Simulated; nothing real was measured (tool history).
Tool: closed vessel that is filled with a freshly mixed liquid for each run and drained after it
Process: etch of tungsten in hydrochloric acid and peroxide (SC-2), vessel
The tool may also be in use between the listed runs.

run	hour	temperature setpoint of the liquid (°C)	parts of water to one part each of 37 % hydrochloric acid and 30 % peroxide (parts by volume)	time in the liquid (s)	thickness taken off the tungsten on a monitor wafer (nm)
1	0.0	62	8.5	30	15.325
2	9.0	63	8.5	30	16.114
3	15.6	64	8.5	30	17.144
4	19.4	64	6.0	30	22.127
5	26.6	64	8.0	30	18.352
6	35.5	64	9.0	30	16.170

The next listed run, before its measurement:
# hour 40.7: new drum of peroxide connected
7	40.7	65	9.0	30	?

thickness taken off the tungsten on a monitor wafer (nm): 18.491
